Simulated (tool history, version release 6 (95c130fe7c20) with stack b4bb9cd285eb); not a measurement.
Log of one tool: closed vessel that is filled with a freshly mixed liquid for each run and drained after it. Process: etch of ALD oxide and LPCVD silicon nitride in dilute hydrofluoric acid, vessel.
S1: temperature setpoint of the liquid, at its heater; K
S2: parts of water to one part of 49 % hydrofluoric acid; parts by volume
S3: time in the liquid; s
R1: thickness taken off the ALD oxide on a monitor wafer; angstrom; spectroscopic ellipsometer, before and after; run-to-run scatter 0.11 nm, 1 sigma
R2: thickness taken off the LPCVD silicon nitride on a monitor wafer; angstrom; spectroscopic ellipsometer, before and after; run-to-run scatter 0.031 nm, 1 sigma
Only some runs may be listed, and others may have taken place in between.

run  hour      S1   S2   S3      R1      R2
  1     0  294.15   90  195  294.89  9.4366
  2   8.3  296.65   90  195  325.98    11.1
  3  10.8  296.65  110  195     261   9.109
  4    20  294.65  110  195  240.91  8.1814
  5  25.8  296.15  110  195  254.84  8.8828
  6  30.2  296.65  105  195  275.32  9.3557
  7  34.8  296.65  105  195  274.08  9.6065
  8  39.7  297.15  100  195  294.73  10.486
  9  46.9  296.65   95  195  307.35  10.948

What does the tool deliver on the next run?
 10    49  296.15  90  195   ?   ?

{"run 10": {"R1": 317.55, "R2": 10.858}}
